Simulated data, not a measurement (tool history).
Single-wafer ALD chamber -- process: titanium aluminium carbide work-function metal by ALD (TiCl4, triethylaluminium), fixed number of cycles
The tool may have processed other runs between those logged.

run  hour  heater temperature setpoint (deg C)  triethylaluminium pulse time (s)  mean film thickness on the monitor wafer (Å)
  1     0                                  275                              8.42                                        15.627
  2   2.8                                  284                              8.42                                        16.157
  3     7                                  285                              8.64                                        16.447
  4     8                                  286                              8.74                                        16.593
  5  14.6                                  286                              6.68                                        15.246
  6  20.7                                  287                              6.96                                        15.581
  7  22.5                                  288                               7.2                                        15.844
  8  25.2                                  289                              7.39                                        15.912
  9  27.3                                  290                               7.6                                        16.125
 10  34.3                                  291                              7.77                                        16.413
 11  39.4                                  292                              7.87                                        16.424

For run 12, what comes out?
 12  45.3                                  293                              8.01                                             ?

Run 12 gave mean film thickness on the monitor wafer (Å) 16.571.
